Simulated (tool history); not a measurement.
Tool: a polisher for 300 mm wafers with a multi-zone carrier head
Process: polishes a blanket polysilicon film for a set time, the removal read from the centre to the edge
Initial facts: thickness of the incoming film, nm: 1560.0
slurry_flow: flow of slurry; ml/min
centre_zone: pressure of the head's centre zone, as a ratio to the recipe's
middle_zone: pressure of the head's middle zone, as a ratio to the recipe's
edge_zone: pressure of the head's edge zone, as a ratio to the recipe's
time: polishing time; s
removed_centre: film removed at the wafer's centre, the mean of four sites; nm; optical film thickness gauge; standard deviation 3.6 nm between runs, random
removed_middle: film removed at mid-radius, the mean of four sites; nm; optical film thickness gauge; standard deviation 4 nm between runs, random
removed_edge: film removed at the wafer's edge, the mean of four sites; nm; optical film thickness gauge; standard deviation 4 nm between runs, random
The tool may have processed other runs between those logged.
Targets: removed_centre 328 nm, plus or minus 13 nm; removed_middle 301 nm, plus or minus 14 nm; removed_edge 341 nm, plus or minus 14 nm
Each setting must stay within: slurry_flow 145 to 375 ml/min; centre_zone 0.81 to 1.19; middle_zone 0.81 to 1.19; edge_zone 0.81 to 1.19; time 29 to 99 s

{"run": 1, "hour": 0.0, "slurry_flow": 240, "centre_zone": 1, "middle_zone": 1, "edge_zone": 1, "time": 64, "removed_centre": 452.89, "removed_middle": 454.72, "removed_edge": 449.11}
{"run": 2, "hour": 5.9, "slurry_flow": 240, "centre_zone": 1, "middle_zone": 1, "edge_zone": 1, "time": 74, "removed_centre": 526.31, "removed_middle": 533.75, "removed_edge": 527.45}
{"run": 3, "hour": 8.5, "slurry_flow": 235, "centre_zone": 0.99, "middle_zone": 0.97, "edge_zone": 1, "time": 70, "removed_centre": 491.19, "removed_middle": 481.41, "removed_edge": 483.13}
{"run": 4, "hour": 9.3, "slurry_flow": 230, "centre_zone": 0.97, "middle_zone": 0.95, "edge_zone": 1.01, "time": 67, "removed_centre": 455.98, "removed_middle": 460.64, "removed_edge": 473.48}
{"run": 5, "hour": 13.4, "slurry_flow": 230, "centre_zone": 0.97, "middle_zone": 0.95, "edge_zone": 1.01, "time": 58, "removed_centre": 396.22, "removed_middle": 394.38, "removed_edge": 405.45}
{"run": 6, "hour": 19.0, "slurry_flow": 230, "centre_zone": 0.97, "middle_zone": 0.95, "edge_zone": 1.01, "time": 68, "removed_centre": 459.88, "removed_middle": 463.87, "removed_edge": 486.89}
{"hour": 27.8, "done": "slurry nozzle cleaned"}
{"run": 7, "hour": 27.8, "slurry_flow": 225, "centre_zone": 0.97, "middle_zone": 0.93, "edge_zone": 1, "time": 65, "removed_centre": 458.87, "removed_middle": 447.14, "removed_edge": 464.18}
{"run": 8, "hour": 32.1, "slurry_flow": 225, "centre_zone": 0.97, "middle_zone": 0.93, "edge_zone": 1, "time": 65, "removed_centre": 456.27, "removed_middle": 443.51, "removed_edge": 474.45}
{"run": 9, "hour": 40.7, "slurry_flow": 225, "centre_zone": 0.97, "middle_zone": 0.92, "edge_zone": 1.01, "time": 61, "removed_centre": 427.06, "removed_middle": 411.76, "removed_edge": 437.58}
{"run": 10, "hour": 46.0, "slurry_flow": 225, "centre_zone": 0.97, "middle_zone": 0.92, "edge_zone": 1.01, "time": 61, "removed_centre": 420.04, "removed_middle": 409.58, "removed_edge": 437.54}
{"run": 11, "hour": 51.9, "slurry_flow": 225, "centre_zone": 0.97, "middle_zone": 0.91, "edge_zone": 1.01, "time": 58, "removed_centre": 406.54, "removed_middle": 388.87, "removed_edge": 420.63}
{"run": 12, "hour": 58.7, "slurry_flow": 225, "centre_zone": 0.97, "middle_zone": 0.9, "edge_zone": 1.01, "time": 56, "removed_centre": 388.56, "removed_middle": 378.58, "removed_edge": 399.99}
{"run": 13, "hour": 64.8, "slurry_flow": 220, "centre_zone": 0.97, "middle_zone": 0.89, "edge_zone": 1.02, "time": 54, "removed_centre": 374.54, "removed_middle": 362.55, "removed_edge": 395.77}

Consider the 4 candidate settings below. Which is the only one whose results all fall within their allowed miss of target?
{"run": "A", "hour": 70.9, "slurry_flow": 340, "centre_zone": 0.97, "middle_zone": 0.94, "edge_zone": 1, "time": 42, "removed_centre": "?", "removed_middle": "?", "removed_edge": "?"}
{"run": "B", "hour": 70.9, "slurry_flow": 190, "centre_zone": 0.97, "middle_zone": 0.84, "edge_zone": 1, "time": 48, "removed_centre": "?", "removed_middle": "?", "removed_edge": "?"}
{"run": "C", "hour": 70.9, "slurry_flow": 235, "centre_zone": 1.15, "middle_zone": 0.91, "edge_zone": 0.83, "time": 51, "removed_centre": "?", "removed_middle": "?", "removed_edge": "?"}
{"run": "D", "hour": 70.9, "slurry_flow": 235, "centre_zone": 1, "middle_zone": 0.98, "edge_zone": 0.9, "time": 45, "removed_centre": "?", "removed_middle": "?", "removed_edge": "?"}

move=A removed_centre=306.03 removed_middle=305.78 removed_edge=303.22
move=B removed_centre=326.75 removed_middle=299.72 removed_edge=331.56
move=C removed_centre=419.05 removed_middle=348.69 removed_edge=329.07
move=D removed_centre=324.5 removed_middle=327.55 removed_edge=300.86
A: puts the biggest miss on target and leaves a different result outside tolerance
B: in spec on every target
C: moves away from the targets compared with the last run
D: an improvement on the last run, though not all results are within tolerance
So the answer is move B, the one that meets all the targets.
